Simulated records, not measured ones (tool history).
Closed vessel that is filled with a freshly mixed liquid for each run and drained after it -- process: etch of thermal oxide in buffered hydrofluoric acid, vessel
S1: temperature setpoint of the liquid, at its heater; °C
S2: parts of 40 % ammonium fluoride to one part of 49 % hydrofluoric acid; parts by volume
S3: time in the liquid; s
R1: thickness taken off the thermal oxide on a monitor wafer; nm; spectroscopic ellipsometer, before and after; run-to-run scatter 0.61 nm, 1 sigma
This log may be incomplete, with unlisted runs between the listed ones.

| run | hour | S1 | S2 | S3 | R1 |
|---|---|---|---|---|---|
| 1 | 0 | 21 | 10.5 | 35 | 32.742 |
| 2 | 6 | 23.5 | 10.5 | 35 | 38.956 |
| 3 | 7.6 | 23.5 | 8.5 | 35 | 46.015 |
| 4 | 16.4 | 25 | 8.5 | 35 | 49.539 |
| 5 | 19.4 | 26 | 8.5 | 35 | 52.817 |
| 6 | 26 | 27 | 8 | 35 | 59.124 |

Expected results for the next run?
| 7 | 34.2 | 27.5 | 8 | 35 | ? |

Run 7 came out at R1 60.851 nm.

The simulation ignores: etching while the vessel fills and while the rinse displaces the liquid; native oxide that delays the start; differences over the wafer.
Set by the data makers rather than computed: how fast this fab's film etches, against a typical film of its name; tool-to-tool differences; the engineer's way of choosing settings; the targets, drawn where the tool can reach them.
